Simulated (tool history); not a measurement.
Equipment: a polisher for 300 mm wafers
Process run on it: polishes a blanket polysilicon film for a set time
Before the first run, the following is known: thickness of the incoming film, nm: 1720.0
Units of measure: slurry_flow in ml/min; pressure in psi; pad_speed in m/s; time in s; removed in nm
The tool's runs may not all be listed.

{"run": 1, "day": 0.0, "slurry_flow": 180, "pressure": 1.7, "pad_speed": 1.04, "time": 122, "removed": 516.91}
{"run": 2, "day": 0.067, "slurry_flow": 175, "pressure": 1.6, "pad_speed": 1, "time": 122, "removed": 469}
{"run": 3, "day": 0.179, "slurry_flow": 175, "pressure": 1.9, "pad_speed": 1, "time": 122, "removed": 562.27}
{"run": 4, "day": 0.304, "slurry_flow": 175, "pressure": 1.9, "pad_speed": 1, "time": 122, "removed": 557.97}
{"run": 5, "day": 0.55, "slurry_flow": 175, "pressure": 1.9, "pad_speed": 0.76, "time": 122, "removed": 482.23}
{"run": 6, "day": 0.833, "slurry_flow": 170, "pressure": 1.7, "pad_speed": 0.74, "time": 122, "removed": 425.33}
{"run": 7, "day": 0.929, "slurry_flow": 165, "pressure": 1.6, "pad_speed": 0.7, "time": 122, "removed": 388.34}
{"run": 8, "day": 1.275, "slurry_flow": 165, "pressure": 1.5, "pad_speed": 0.68, "time": 122, "removed": 352.92}
{"run": 9, "day": 1.342, "slurry_flow": 160, "pressure": 1.4, "pad_speed": 0.66, "time": 122, "removed": 327.67}
{"run": 10, "day": 1.429, "slurry_flow": 155, "pressure": 1.3, "pad_speed": 0.66, "time": 122, "removed": 304.77}
{"run": 11, "day": 1.529, "slurry_flow": 150, "pressure": 1.2, "pad_speed": 0.66, "time": 122, "removed": 282.86}
{"run": 12, "day": 1.738, "slurry_flow": 145, "pressure": 1.1, "pad_speed": 0.66, "time": 122, "removed": 255.76}
{"run": 13, "day": 1.95, "slurry_flow": 140, "pressure": 1.1, "pad_speed": 0.66, "time": 122, "removed": 252.63}
{"run": 14, "day": 1.996, "slurry_flow": 135, "pressure": 1.1, "pad_speed": 0.66, "time": 122, "removed": 250.4}
{"run": 15, "day": 2.196, "slurry_flow": 130, "pressure": 1.1, "pad_speed": 0.66, "time": 122, "removed": 246.4}

Predict the results of run 16:
{"run": 16, "day": 2.546, "slurry_flow": 115, "pressure": 0.8, "pad_speed": 0.66, "time": 122, "removed": "?"}

{"run 16": {"removed": 180.28}}
